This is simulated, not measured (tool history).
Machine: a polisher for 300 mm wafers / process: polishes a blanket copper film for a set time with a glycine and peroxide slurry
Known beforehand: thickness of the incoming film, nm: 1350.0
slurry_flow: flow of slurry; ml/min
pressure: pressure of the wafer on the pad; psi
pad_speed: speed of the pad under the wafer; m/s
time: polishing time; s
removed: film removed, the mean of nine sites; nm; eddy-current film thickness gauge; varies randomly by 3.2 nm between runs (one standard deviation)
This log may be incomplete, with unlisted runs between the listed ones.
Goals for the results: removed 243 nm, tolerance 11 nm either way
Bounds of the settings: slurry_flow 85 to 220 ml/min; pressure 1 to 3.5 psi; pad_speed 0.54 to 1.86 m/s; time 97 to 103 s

run 1 day=0 | slurry_flow=140 pressure=2.2 pad_speed=1.18 time=97 | removed=456.37
run 2 day=0.079 | slurry_flow=140 pressure=2.7 pad_speed=1.18 time=97 | removed=540.33
run 3 day=0.183 | slurry_flow=140 pressure=2.7 pad_speed=1.48 time=97 | removed=663.35
run 4 day=0.388 | slurry_flow=140 pressure=3.2 pad_speed=1.48 time=97 | removed=767.61
-- day=0.433 worn pad replaced by a new one
run 5 day=0.433 | slurry_flow=130 pressure=2.5 pad_speed=1.26 time=97 | removed=586.41
run 6 day=0.604 | slurry_flow=130 pressure=2.5 pad_speed=1.26 time=97 | removed=600.25
run 7 day=0.967 | slurry_flow=110 pressure=1.9 pad_speed=0.92 time=97 | removed=359.45
run 8 day=1.225 | slurry_flow=115 pressure=1.6 pad_speed=0.9 time=97 | removed=312.95
run 9 day=1.388 | slurry_flow=115 pressure=1.4 pad_speed=0.88 time=97 | removed=286.04
run 10 day=1.567 | slurry_flow=115 pressure=1.3 pad_speed=0.88 time=97 | removed=268.17
run 11 day=1.588 | slurry_flow=115 pressure=1.2 pad_speed=0.88 time=97 | removed=259.51

Exercise: of the 4 proposed moves below, exactly one satisfies all targets within the stated allowed misses. Which move is it?
run A day=1.608 | slurry_flow=90 pressure=1.5 pad_speed=0.8 time=99 | removed=?
run B day=1.608 | slurry_flow=95 pressure=1.1 pad_speed=1.12 time=97 | removed=?
run C day=1.608 | slurry_flow=115 pressure=1.4 pad_speed=0.66 time=101 | removed=?
run D day=1.608 | slurry_flow=145 pressure=1.5 pad_speed=0.76 time=100 | removed=?

move=A removed=274.24
move=B removed=275.95
move=C removed=248.46
move=D removed=291.96
A: lands further from the targets than the last run did
B: lands further from the targets than the last run did
C: all results in spec
D: lands further from the targets than the last run did
C meets every target.
